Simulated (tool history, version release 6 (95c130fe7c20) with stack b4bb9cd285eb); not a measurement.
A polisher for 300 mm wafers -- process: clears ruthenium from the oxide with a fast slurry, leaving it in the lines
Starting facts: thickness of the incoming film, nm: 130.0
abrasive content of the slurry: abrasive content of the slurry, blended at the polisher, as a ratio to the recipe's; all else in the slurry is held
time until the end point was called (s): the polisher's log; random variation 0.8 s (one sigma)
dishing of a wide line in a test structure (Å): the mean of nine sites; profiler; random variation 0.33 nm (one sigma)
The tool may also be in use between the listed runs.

run,hour,flow of slurry (ml/min),pressure of the wafer on the pad (psi),speed of the pad under the wafer (m/s),abrasive content of the slurry,overpolish time after the end point (s),time until the end point was called (s),dishing of a wide line in a test structure (Å)
1,0.0,220,2.8,1.04,1.00,16,30.140,375.63
2,8.6,220,2.8,1.04,0.85,16,31.140,358.49
3,12.8,245,2.8,1.04,0.85,16,31.595,358.35
4,19.0,245,2.4,1.04,0.85,17,34.915,349.25
5,24.1,245,2.1,1.00,0.85,18,37.300,340.99
6,27.4,245,1.9,0.92,0.85,19,42.567,331.94
7,35.8,245,1.7,0.88,0.85,20,46.518,323.87

Estimate the outcome of run 8 from the log above:
8,44.4,245,1.6,0.88,0.85,20,?,?

Run 8 produced time until the end point was called (s) 48.164, dishing of a wide line in a test structure (Å) 324.63.

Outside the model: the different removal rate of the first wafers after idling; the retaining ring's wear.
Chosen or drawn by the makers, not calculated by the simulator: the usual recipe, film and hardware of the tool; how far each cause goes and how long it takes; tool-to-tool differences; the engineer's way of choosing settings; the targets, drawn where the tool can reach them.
